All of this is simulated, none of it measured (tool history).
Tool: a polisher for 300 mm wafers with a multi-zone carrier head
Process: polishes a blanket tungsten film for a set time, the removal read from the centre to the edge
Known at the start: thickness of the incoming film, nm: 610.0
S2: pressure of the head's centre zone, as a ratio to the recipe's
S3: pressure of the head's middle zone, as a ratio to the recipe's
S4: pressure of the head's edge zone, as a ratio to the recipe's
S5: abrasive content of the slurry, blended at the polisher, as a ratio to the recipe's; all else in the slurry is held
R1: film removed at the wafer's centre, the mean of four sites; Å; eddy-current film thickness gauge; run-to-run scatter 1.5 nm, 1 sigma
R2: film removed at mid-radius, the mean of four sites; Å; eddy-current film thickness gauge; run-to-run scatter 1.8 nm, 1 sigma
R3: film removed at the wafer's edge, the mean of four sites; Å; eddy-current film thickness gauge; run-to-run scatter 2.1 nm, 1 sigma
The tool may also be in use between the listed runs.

run 1 hour=0 | flow_of_slurry_(ml/min)=205 S2=1 S3=1 S4=1 S5=1 polishing_time_(s)=44 | R1=1807.8 R2=1826.7 R3=1863.3
run 2 hour=4.8 | flow_of_slurry_(ml/min)=195 S2=1 S3=0.97 S4=1 S5=1 polishing_time_(s)=44 | R1=1821.2 R2=1819.9 R3=1838
run 3 hour=8.5 | flow_of_slurry_(ml/min)=205 S2=1 S3=0.93 S4=1.04 S5=0.95 polishing_time_(s)=44 | R1=1792.8 R2=1678.4 R3=1856.9
run 4 hour=15.7 | flow_of_slurry_(ml/min)=205 S2=1 S3=0.93 S4=1.04 S5=0.95 polishing_time_(s)=48 | R1=1971.8 R2=1847.1 R3=1951
run 5 hour=21.4 | flow_of_slurry_(ml/min)=205 S2=1 S3=0.93 S4=0.99 S5=0.95 polishing_time_(s)=48 | R1=1974.2 R2=1878.6 R3=1982.7
run 6 hour=30.2 | flow_of_slurry_(ml/min)=200 S2=0.99 S3=0.91 S4=1 S5=0.9 polishing_time_(s)=48 | R1=1887.4 R2=1786.2 R3=1955
run 7 hour=37.1 | flow_of_slurry_(ml/min)=195 S2=1 S3=0.89 S4=1 S5=0.85 polishing_time_(s)=48 | R1=1897.3 R2=1702.8 R3=1943
run 8 hour=45.3 | flow_of_slurry_(ml/min)=195 S2=1 S3=0.89 S4=1 S5=0.8 polishing_time_(s)=48 | R1=1867.1 R2=1667.3 R3=1867.8
run 9 hour=53 | flow_of_slurry_(ml/min)=190 S2=1 S3=0.88 S4=1 S5=0.8 polishing_time_(s)=48 | R1=1876.8 R2=1666 R3=1853
run 10 hour=54.2 | flow_of_slurry_(ml/min)=185 S2=0.99 S3=0.86 S4=1 S5=0.8 polishing_time_(s)=48 | R1=1845.2 R2=1637.1 R3=1883.7

The next listed run, before its measurement:
run 11 hour=62.3 | flow_of_slurry_(ml/min)=185 S2=0.99 S3=0.86 S4=1 S5=0.8 polishing_time_(s)=48 | R1=? R2=? R3=?

Run 11 measured R1 1830.7 Å, R2 1641.6 Å, R3 1875.5 Å.
